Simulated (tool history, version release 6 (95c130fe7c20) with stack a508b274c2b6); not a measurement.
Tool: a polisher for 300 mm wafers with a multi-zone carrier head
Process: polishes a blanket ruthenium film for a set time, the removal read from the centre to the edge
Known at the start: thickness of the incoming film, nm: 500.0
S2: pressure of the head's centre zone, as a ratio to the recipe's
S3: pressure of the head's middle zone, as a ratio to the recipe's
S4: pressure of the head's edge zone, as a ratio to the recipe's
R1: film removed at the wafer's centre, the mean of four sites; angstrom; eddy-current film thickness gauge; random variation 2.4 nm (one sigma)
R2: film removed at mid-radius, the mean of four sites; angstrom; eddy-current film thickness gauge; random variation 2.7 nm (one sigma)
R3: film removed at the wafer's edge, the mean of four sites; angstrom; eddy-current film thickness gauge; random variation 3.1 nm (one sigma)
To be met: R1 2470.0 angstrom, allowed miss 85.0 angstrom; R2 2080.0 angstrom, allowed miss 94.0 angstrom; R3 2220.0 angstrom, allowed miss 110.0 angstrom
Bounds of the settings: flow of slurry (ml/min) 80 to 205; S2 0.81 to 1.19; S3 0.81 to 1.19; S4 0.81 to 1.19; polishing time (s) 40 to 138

run 1 day=0.000 | flow_of_slurry_(ml/min)=135 S2=1.00 S3=1.00 S4=1.00 polishing_time_(s)=88 | R1=1565.1 R2=1538.2 R3=1554.9
run 2 day=0.171 | flow_of_slurry_(ml/min)=105 S2=1.00 S3=1.00 S4=1.00 polishing_time_(s)=88 | R1=1440.7 R2=1446.7 R3=1435.6
run 3 day=0.479 | flow_of_slurry_(ml/min)=120 S2=1.02 S3=1.01 S4=1.02 polishing_time_(s)=91 | R1=1581.9 R2=1573.4 R3=1584.2
run 4 day=0.842 | flow_of_slurry_(ml/min)=120 S2=1.02 S3=1.01 S4=1.07 polishing_time_(s)=91 | R1=1569.9 R2=1551.7 R3=1580.2
run 5 day=0.979 | flow_of_slurry_(ml/min)=120 S2=1.02 S3=1.09 S4=1.07 polishing_time_(s)=91 | R1=1597.4 R2=1686.6 R3=1559.0
run 6 day=1.267 | flow_of_slurry_(ml/min)=130 S2=1.04 S3=1.08 S4=1.08 polishing_time_(s)=93 | R1=1723.2 R2=1759.2 R3=1643.8
run 7 day=1.512 | flow_of_slurry_(ml/min)=140 S2=1.05 S3=1.06 S4=1.09 polishing_time_(s)=95 | R1=1760.6 R2=1742.8 R3=1721.1
run 8 day=1.567 | flow_of_slurry_(ml/min)=150 S2=1.07 S3=1.06 S4=1.09 polishing_time_(s)=97 | R1=1874.9 R2=1835.2 R3=1777.5
run 9 day=1.696 | flow_of_slurry_(ml/min)=155 S2=1.09 S3=1.05 S4=1.10 polishing_time_(s)=99 | R1=1935.2 R2=1860.5 R3=1777.5
run 10 day=1.796 | flow_of_slurry_(ml/min)=160 S2=1.10 S3=1.03 S4=1.11 polishing_time_(s)=102 | R1=2060.7 R2=1871.5 R3=1920.0
run 11 day=2.100 | flow_of_slurry_(ml/min)=165 S2=1.11 S3=1.03 S4=1.12 polishing_time_(s)=103 | R1=2072.4 R2=1896.9 R3=1926.4
run 12 day=2.283 | flow_of_slurry_(ml/min)=170 S2=1.12 S3=1.03 S4=1.13 polishing_time_(s)=105 | R1=2202.3 R2=1919.7 R3=2057.5
run 13 day=2.475 | flow_of_slurry_(ml/min)=175 S2=1.13 S3=1.03 S4=1.13 polishing_time_(s)=106 | R1=2232.6 R2=2032.3 R3=2058.0
run 14 day=2.829 | flow_of_slurry_(ml/min)=180 S2=1.14 S3=1.02 S4=1.14 polishing_time_(s)=107 | R1=2290.1 R2=2029.2 R3=2113.4

5 next moves are on the table. One of them brings every result within its allowed miss. Which?
run A day=3.183 | flow_of_slurry_(ml/min)=180 S2=1.08 S3=1.04 S4=1.10 polishing_time_(s)=108 | R1=? R2=? R3=?
run B day=3.183 | flow_of_slurry_(ml/min)=195 S2=1.16 S3=1.00 S4=1.17 polishing_time_(s)=112 | R1=? R2=? R3=?
run C day=3.183 | flow_of_slurry_(ml/min)=190 S2=1.08 S3=1.08 S4=1.19 polishing_time_(s)=104 | R1=? R2=? R3=?
run D day=3.183 | flow_of_slurry_(ml/min)=170 S2=1.18 S3=1.06 S4=1.12 polishing_time_(s)=107 | R1=? R2=? R3=?
run E day=3.183 | flow_of_slurry_(ml/min)=200 S2=1.05 S3=0.93 S4=1.04 polishing_time_(s)=113 | R1=? R2=? R3=?

move=A R1=2185.0 R2=2086.3 R3=2046.0
move=B R1=2469.6 R2=2118.9 R3=2212.3
move=C R1=2125.6 R2=2092.7 R3=2064.1
move=D R1=2340.7 R2=2078.8 R3=2030.3
move=E R1=2262.4 R2=2020.8 R3=2110.8
A: further off than the last run
B: meets every target
C: further off than the last run
D: nearer than the last run, and not there yet
E: further off than the last run
Answer: B

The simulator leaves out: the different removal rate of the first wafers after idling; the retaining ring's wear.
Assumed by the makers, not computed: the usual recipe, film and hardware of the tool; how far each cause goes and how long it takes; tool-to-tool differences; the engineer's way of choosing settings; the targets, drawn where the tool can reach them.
